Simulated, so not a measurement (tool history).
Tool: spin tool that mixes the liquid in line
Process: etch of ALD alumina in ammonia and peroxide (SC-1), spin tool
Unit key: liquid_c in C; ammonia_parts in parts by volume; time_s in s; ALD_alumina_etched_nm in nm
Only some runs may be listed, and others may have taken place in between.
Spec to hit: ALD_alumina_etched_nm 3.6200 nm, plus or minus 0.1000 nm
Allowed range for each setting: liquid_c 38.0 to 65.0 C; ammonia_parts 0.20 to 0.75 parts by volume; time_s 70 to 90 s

run,hour,liquid_c,ammonia_parts,time_s,ALD_alumina_etched_nm
1,0.0,49.0,0.45,90,6.2580
2,5.9,49.0,0.45,90,6.3867
3,8.6,49.0,0.45,70,4.9320
4,15.5,49.0,0.30,70,4.7255
5,20.1,49.0,0.40,70,4.9155
6,28.9,49.0,0.40,90,6.2389
7,31.9,49.0,0.40,90,6.3309
8,34.2,47.0,0.40,90,5.5978
9,36.8,45.5,0.40,90,5.1280
10,42.8,44.5,0.40,90,4.8567
11,47.7,43.5,0.40,90,4.6152
12,53.0,42.5,0.40,90,4.3406
13,55.8,42.0,0.40,90,4.2277
14,57.6,41.5,0.40,90,4.0654
15,61.3,41.0,0.40,90,3.9486

4 candidate next runs follow, results not yet known. Just one meets every target within its allowed miss. Identify it.
A,65.0,42.5,0.40,85,?
B,65.0,43.0,0.35,90,?
C,65.0,42.5,0.20,80,?
D,65.0,43.0,0.30,90,?

move,ALD_alumina_etched_nm
A,4.1527
B,4.4687
C,3.6574
D,4.4034
A: lands further from the targets than the last run did
B: lands further from the targets than the last run did
C: meets every target
D: lands further from the targets than the last run did
Correct choice: C, which meets every target
